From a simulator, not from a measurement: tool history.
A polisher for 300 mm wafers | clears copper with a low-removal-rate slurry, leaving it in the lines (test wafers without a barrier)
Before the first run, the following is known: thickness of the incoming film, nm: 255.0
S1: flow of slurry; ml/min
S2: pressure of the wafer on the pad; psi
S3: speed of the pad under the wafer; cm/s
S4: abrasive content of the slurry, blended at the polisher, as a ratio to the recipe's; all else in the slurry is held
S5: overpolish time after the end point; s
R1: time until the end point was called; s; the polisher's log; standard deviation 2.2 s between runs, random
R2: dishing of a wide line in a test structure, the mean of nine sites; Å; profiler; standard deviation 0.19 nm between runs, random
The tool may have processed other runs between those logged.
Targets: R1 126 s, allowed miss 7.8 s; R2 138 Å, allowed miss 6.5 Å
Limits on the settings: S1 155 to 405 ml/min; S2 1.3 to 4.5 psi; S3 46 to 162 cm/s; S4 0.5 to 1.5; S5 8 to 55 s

{"run": 1, "hour": 0.0, "S1": 260, "S2": 2.9, "S3": 104, "S4": 1, "S5": 28, "R1": 107.88, "R2": 492.6}
{"run": 2, "hour": 2.9, "S1": 260, "S2": 2.4, "S3": 106, "S4": 1, "S5": 22, "R1": 124.32, "R2": 348.62}
{"run": 3, "hour": 10.9, "S1": 205, "S2": 2.4, "S3": 106, "S4": 1, "S5": 22, "R1": 133.28, "R2": 341.24}
{"run": 4, "hour": 13.5, "S1": 265, "S2": 2.1, "S3": 106, "S4": 0.95, "S5": 18, "R1": 143.91, "R2": 253.58}
{"run": 5, "hour": 14.7, "S1": 265, "S2": 2.1, "S3": 106, "S4": 0.85, "S5": 18, "R1": 146.09, "R2": 253.96}
{"run": 6, "hour": 22.6, "S1": 305, "S2": 1.9, "S3": 114, "S4": 0.75, "S5": 15, "R1": 155.45, "R2": 209.24}
{"run": 7, "hour": 30.1, "S1": 335, "S2": 1.7, "S3": 126, "S4": 0.65, "S5": 13, "R1": 159.28, "R2": 172.96}
{"run": 8, "hour": 35.8, "S1": 355, "S2": 1.7, "S3": 136, "S4": 0.6, "S5": 11, "R1": 157.26, "R2": 155.83}

Pick the move, out of 5, that brings all results within their allowed miss; only one does.
{"run": "A", "hour": 41.5, "S1": 350, "S2": 2.2, "S3": 146, "S4": 0.9, "S5": 8, "R1": "?", "R2": "?"}
{"run": "B", "hour": 41.5, "S1": 380, "S2": 2.1, "S3": 138, "S4": 0.55, "S5": 8, "R1": "?", "R2": "?"}
{"run": "C", "hour": 41.5, "S1": 345, "S2": 1.3, "S3": 130, "S4": 0.7, "S5": 12, "R1": "?", "R2": "?"}
{"run": "D", "hour": 41.5, "S1": 385, "S2": 2.5, "S3": 130, "S4": 0.5, "S5": 8, "R1": "?", "R2": "?"}
{"run": "E", "hour": 41.5, "S1": 360, "S2": 1.8, "S3": 146, "S4": 0.5, "S5": 8, "R1": "?", "R2": "?"}

move=A R1=110.2 R2=157.76
move=B R1=128.05 R2=136.71
move=C R1=204.92 R2=126.96
move=D R1=114.18 R2=153.05
move=E R1=144.81 R2=121.18
A: carries the result that was furthest off beyond its target, to the other side
B: in spec on every target
C: further off than the last run
D: carries the result that was furthest off beyond its target, to the other side
E: nearer than the last run, and not there yet
Answer: B

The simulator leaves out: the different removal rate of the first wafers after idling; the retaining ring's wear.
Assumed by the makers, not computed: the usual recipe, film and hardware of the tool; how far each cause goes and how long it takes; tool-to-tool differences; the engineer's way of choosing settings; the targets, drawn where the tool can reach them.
